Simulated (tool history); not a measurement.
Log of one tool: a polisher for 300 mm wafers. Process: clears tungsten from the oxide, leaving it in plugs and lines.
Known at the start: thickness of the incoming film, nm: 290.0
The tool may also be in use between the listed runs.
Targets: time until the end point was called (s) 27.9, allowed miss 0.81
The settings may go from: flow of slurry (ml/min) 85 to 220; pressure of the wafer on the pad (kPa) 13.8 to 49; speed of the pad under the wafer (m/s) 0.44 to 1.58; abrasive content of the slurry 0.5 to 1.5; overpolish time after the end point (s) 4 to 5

run	hour	flow of slurry (ml/min)	pressure of the wafer on the pad (kPa)	speed of the pad under the wafer (m/s)	abrasive content of the slurry	overpolish time after the end point (s)	time until the end point was called (s)
1	0	140	31	1	1	5	50.108
2	1	145	34.5	1	1	5	45.141
3	9.9	150	37.2	1	1	5	41.683
4	11.2	150	37.2	1	0.8	5	42.648
5	12.8	165	37.2	1	0.8	5	42.629
6	19.9	165	39.3	1.02	0.8	5	39.577
# hour 21.2: slurry blender recalibrated
7	21.2	165	41.4	1.04	0.8	5	36.198
8	25.9	165	42.7	1.04	0.8	5	34.597
9	29.5	165	42.7	1.04	0.8	5	35.381
10	31.9	165	44.1	1.06	0.8	5	33.19
11	39.9	195	49	1.06	0.8	5	28.891
12	48	195	49	1.06	0.8	5	29.177

Which of these 5 next moves meets every target?
A	56.1	170	44.8	1.32	0.7	4	?
B	56.1	210	49	1.02	0.7	4	?
C	56.1	180	46.2	1.12	0.85	5	?
D	56.1	185	46.2	1.1	0.75	4	?
E	56.1	190	46.2	1.12	0.75	5	?

move	time until the end point was called (s)
A	27.979
B	30.622
C	29.728
D	30.711
E	30.153
A: meets every target
B: further off than the last run
C: further off than the last run
D: further off than the last run
E: further off than the last run
The right move is A.
